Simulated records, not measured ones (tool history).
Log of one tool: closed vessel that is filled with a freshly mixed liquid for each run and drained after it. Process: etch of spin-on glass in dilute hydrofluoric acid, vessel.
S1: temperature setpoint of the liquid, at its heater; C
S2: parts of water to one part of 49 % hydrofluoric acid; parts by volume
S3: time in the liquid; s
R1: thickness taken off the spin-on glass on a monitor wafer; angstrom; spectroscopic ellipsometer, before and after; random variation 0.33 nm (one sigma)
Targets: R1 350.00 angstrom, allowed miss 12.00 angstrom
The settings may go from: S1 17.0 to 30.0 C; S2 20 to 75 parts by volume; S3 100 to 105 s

run,hour,S1,S2,S3,R1
1,0.0,22.0,45,100,412.43
2,7.2,22.0,45,100,415.67
3,12.5,21.5,45,100,407.47
4,19.8,21.5,45,100,409.54
5,23.2,20.0,45,100,383.47
6,27.2,20.0,30,100,581.47
7,31.4,19.5,30,100,567.25
8,35.9,19.0,30,100,569.63
9,40.2,18.0,40,100,392.74
10,47.7,17.5,40,100,381.92
11,54.6,17.0,40,100,383.22
12,63.6,17.0,45,100,332.22

4 next moves are on the table. One of them brings every result within its allowed miss. Which?
A,72.6,19.0,45,105,?
B,72.6,19.5,45,100,?
C,72.6,17.0,45,105,?
D,72.6,18.0,45,105,?

move,R1
A,380.60
B,370.33
C,349.03
D,364.54
A: takes the result that was furthest off past its target
B: takes the result that was furthest off past its target
C: meets every target
D: takes the result that was furthest off past its target
Answer: C
